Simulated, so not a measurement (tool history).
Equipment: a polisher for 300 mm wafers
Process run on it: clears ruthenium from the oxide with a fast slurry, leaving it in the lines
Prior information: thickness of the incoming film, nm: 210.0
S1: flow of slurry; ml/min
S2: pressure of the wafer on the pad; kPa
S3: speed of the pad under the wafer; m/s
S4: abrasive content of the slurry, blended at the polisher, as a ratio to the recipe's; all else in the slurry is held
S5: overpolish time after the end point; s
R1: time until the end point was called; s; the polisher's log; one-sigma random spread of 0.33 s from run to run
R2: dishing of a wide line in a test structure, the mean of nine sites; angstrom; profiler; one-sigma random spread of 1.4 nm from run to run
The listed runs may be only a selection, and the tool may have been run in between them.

{"run": 1, "hour": 0.0, "S1": 225, "S2": 16.5, "S3": 1, "S4": 1, "S5": 13, "R1": 61.005, "R2": 364.94}
{"run": 2, "hour": 1.3, "S1": 225, "S2": 16.5, "S3": 1, "S4": 1, "S5": 19, "R1": 60.577, "R2": 473.83}
{"run": 3, "hour": 5.9, "S1": 225, "S2": 16.5, "S3": 1, "S4": 1, "S5": 22, "R1": 60.967, "R2": 534.14}
{"run": 4, "hour": 6.7, "S1": 230, "S2": 19.3, "S3": 1.02, "S4": 1, "S5": 21, "R1": 51.094, "R2": 592.45}
{"run": 5, "hour": 7.8, "S1": 230, "S2": 19.3, "S3": 1.02, "S4": 1, "S5": 25, "R1": 51.643, "R2": 646.66}
{"run": 6, "hour": 8.7, "S1": 230, "S2": 20.7, "S3": 1.06, "S4": 1, "S5": 24, "R1": 46.582, "R2": 677.21}
{"run": 7, "hour": 14.6, "S1": 235, "S2": 22.1, "S3": 1.1, "S4": 1, "S5": 23, "R1": 41.361, "R2": 686.53}
{"run": 8, "hour": 17.7, "S1": 235, "S2": 22.8, "S3": 1.12, "S4": 1, "S5": 23, "R1": 40.33, "R2": 713.8}
{"run": 9, "hour": 19.0, "S1": 235, "S2": 23.4, "S3": 1.16, "S4": 1, "S5": 22, "R1": 37.263, "R2": 712.12}
{"run": 10, "hour": 20.6, "S1": 235, "S2": 24.1, "S3": 1.18, "S4": 1, "S5": 22, "R1": 35.412, "R2": 734.35}
{"run": 11, "hour": 22.7, "S1": 235, "S2": 24.8, "S3": 1.2, "S4": 1, "S5": 22, "R1": 34.141, "R2": 737.67}

The next listed run, before its measurement:
{"run": 12, "hour": 31.7, "S1": 240, "S2": 24.8, "S3": 1.2, "S4": 1, "S5": 22, "R1": "?", "R2": "?"}

R1: 34.407 s
R2: 729.17 angstrom
